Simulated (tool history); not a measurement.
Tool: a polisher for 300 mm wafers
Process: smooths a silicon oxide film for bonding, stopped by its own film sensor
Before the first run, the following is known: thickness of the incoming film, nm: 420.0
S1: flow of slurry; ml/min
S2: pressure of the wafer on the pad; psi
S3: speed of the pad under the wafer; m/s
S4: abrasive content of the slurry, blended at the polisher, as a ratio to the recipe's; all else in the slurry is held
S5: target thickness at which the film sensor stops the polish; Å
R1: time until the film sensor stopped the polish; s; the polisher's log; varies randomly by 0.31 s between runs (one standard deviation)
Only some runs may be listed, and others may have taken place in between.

run	hour	S1	S2	S3	S4	S5	R1
1	0	270	2.5	0.68	1	3950	35.689
2	6.5	270	2.5	0.68	1	3950	35.72
3	11.5	270	2.5	0.68	1	3950	35.217
4	12.1	270	2.6	0.68	1	3950	33.513
# hour 16.9: slurry nozzle cleaned
5	16.9	270	2.6	0.68	1	3950	33.227
6	23	270	2.3	0.68	1	3950	36.216
7	31.9	270	2.6	0.68	1	3950	32.605
8	38	270	2.7	0.68	1	3950	32.183
9	39	270	2.8	0.68	1	3950	30.915

Expected results for the next run?
10	47.3	270	2.9	0.68	1	3950	?

R1: 29.902 s

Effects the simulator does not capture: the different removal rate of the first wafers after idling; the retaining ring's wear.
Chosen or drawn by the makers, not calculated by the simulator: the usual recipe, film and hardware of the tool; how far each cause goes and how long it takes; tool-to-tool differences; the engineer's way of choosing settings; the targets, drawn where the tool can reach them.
